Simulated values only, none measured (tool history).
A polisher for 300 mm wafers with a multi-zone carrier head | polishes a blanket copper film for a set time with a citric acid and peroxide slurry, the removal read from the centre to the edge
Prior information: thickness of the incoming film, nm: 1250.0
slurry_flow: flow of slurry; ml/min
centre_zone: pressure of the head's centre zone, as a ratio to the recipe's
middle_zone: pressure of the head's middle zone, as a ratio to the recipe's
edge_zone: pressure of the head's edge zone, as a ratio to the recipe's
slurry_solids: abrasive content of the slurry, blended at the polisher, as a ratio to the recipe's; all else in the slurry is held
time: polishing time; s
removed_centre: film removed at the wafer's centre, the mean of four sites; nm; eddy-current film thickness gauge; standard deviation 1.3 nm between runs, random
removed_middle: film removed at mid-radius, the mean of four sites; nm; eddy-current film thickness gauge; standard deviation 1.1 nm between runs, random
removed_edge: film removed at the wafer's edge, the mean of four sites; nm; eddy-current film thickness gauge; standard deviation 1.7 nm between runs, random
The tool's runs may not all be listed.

Run 1, hour 0: slurry_flow 220 ml/min, centre_zone 1, middle_zone 1, edge_zone 1, slurry_solids 1, time 68 s. Result: removed_centre 92.373 nm, removed_middle 93.805 nm, removed_edge 92.695 nm.
Run 2, hour 3.2: slurry_flow 220 ml/min, centre_zone 0.93, middle_zone 1, edge_zone 1, slurry_solids 1, time 68 s. Result: removed_centre 89.5 nm, removed_middle 93.347 nm, removed_edge 92.139 nm.
Run 3, hour 3.9: slurry_flow 220 ml/min, centre_zone 0.9, middle_zone 1, edge_zone 1, slurry_solids 1, time 68 s. Result: removed_centre 83.898 nm, removed_middle 94.511 nm, removed_edge 94.967 nm.
Run 4, hour 9.1: slurry_flow 220 ml/min, centre_zone 0.9, middle_zone 0.95, edge_zone 1, slurry_solids 1, time 68 s. Result: removed_centre 84.826 nm, removed_middle 89.441 nm, removed_edge 92.061 nm.
Run 5, hour 10.5: slurry_flow 220 ml/min, centre_zone 0.9, middle_zone 1, edge_zone 1, slurry_solids 1, time 68 s. Result: removed_centre 86.939 nm, removed_middle 94.638 nm, removed_edge 96.362 nm.
Run 6, hour 13.1: slurry_flow 220 ml/min, centre_zone 0.9, middle_zone 0.92, edge_zone 1, slurry_solids 1, time 68 s. Result: removed_centre 82.515 nm, removed_middle 88.48 nm, removed_edge 92.226 nm.
Run 7, hour 16.9: slurry_flow 245 ml/min, centre_zone 0.81, middle_zone 1.02, edge_zone 1.05, slurry_solids 1.25, time 71 s. Result: removed_centre 83.99 nm, removed_middle 105.18 nm, removed_edge 106.19 nm.

For run 8, what comes out?
Run 8, hour 18.2: slurry_flow 245 ml/min, centre_zone 0.82, middle_zone 1.03, edge_zone 1.06, slurry_solids 1.3, time 71 s. Result: removed_centre ?, removed_middle ?, removed_edge ?.

Run 8 measured removed_centre 83.419 nm, removed_middle 107.61 nm, removed_edge 107.95 nm.
